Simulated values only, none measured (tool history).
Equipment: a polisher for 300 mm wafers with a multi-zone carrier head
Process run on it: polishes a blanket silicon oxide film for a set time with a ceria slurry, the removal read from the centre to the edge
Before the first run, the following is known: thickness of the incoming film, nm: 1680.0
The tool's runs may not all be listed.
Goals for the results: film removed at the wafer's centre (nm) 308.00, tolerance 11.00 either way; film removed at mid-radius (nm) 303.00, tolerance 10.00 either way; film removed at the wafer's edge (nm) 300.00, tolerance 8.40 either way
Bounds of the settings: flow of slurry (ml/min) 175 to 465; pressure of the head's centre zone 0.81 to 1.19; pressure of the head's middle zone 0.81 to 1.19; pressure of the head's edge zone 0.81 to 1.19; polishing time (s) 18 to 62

run  hour  flow of slurry (ml/min)  pressure of the head's centre zone  pressure of the head's middle zone  pressure of the head's edge zone  polishing time (s)  film removed at the wafer's centre (nm)  film removed at mid-radius (nm)  film removed at the wafer's edge (nm)
  1   0.0                      295                                1.00                                1.00                              1.00                  40                                   221.30                           216.16                                 224.24
  2   5.7                      295                                1.00                                1.00                              1.00                  33                                   184.43                           181.62                                 184.07
  3  14.3                      295                                1.00                                1.00                              0.93                  33                                   181.76                           180.61                                 179.94
  4  19.7                      250                                1.00                                1.00                              0.93                  33                                   178.70                           174.45                                 175.40
  5  22.2                      285                                1.02                                1.03                              0.99                  37                                   209.10                           206.54                                 202.46
  6  29.4                      310                                1.03                                1.04                              1.03                  40                                   234.62                           226.52                                 224.34
  7  31.5                      320                                1.03                                1.05                              1.06                  43                                   252.95                           246.95                                 244.65
  8  38.6                      325                                1.03                                1.06                              1.08                  45                                   256.47                           265.03                                 260.18
  9  46.8                      335                                1.05                                1.06                              1.10                  46                                   276.72                           264.85                                 272.09
 10  51.4                      345                                1.06                                1.08                              1.12                  47                                   285.52                           278.11                                 279.30

Next run, 4 choices. One meets every target within its allowed miss, the rest don't. Which?
  A  56.0                      305                                0.91                                0.94                              1.19                  52                                        ?                                ?                                      ?
  B  56.0                      375                                1.16                                0.99                              1.01                  47                                        ?                                ?                                      ?
  C  56.0                      410                                1.07                                1.08                              1.15                  50                                        ?                                ?                                      ?
  D  56.0                      325                                1.10                                1.11                              1.11                  44                                        ?                                ?                                      ?

move  film removed at the wafer's centre (nm)  film removed at mid-radius (nm)  film removed at the wafer's edge (nm)
   A                                   262.14                           272.30                                 311.60
   B                                   308.97                           261.63                                 264.27
   C                                   305.51                           301.81                                 299.93
   D                                   270.68                           266.66                                 255.58
A: moves away from the targets compared with the last run
B: moves away from the targets compared with the last run
C: every result within its allowed miss
D: moves away from the targets compared with the last run
The move that meets every target is C.
